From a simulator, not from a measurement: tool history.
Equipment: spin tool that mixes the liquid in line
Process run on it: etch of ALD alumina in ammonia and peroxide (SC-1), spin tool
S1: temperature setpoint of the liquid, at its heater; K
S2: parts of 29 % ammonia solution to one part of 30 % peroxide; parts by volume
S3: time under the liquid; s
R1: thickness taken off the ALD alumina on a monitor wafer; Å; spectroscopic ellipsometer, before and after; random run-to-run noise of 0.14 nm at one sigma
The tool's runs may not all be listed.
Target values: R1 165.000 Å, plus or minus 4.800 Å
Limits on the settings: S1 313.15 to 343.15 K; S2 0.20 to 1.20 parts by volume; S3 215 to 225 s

run,hour,S1,S2,S3,R1
1,0.0,329.15,1.00,215,130.880
2,4.9,326.15,1.00,215,111.930
3,13.7,328.15,1.00,215,123.920
4,20.7,328.15,1.00,225,131.130
5,28.9,325.15,1.00,225,109.620
6,31.4,322.15,1.00,225,94.365
7,39.9,330.15,1.05,225,145.030
8,48.3,330.65,1.05,225,149.240
9,53.8,331.15,1.05,225,152.700
10,57.3,331.65,1.05,225,156.020

Pick the move, out of 4, that brings all results within their allowed miss; only one does.
A,60.8,331.15,0.95,220,?
B,60.8,331.65,1.10,215,?
C,60.8,332.15,0.95,220,?
D,60.8,333.65,0.95,215,?

move,R1
A,149.950
B,152.500
C,157.930
D,166.700
A: further off than the last run
B: further off than the last run
C: gains on the last run, yet a result remains outside its allowed miss
D: each result inside its tolerance
So the answer is move D, the one that meets all the targets.
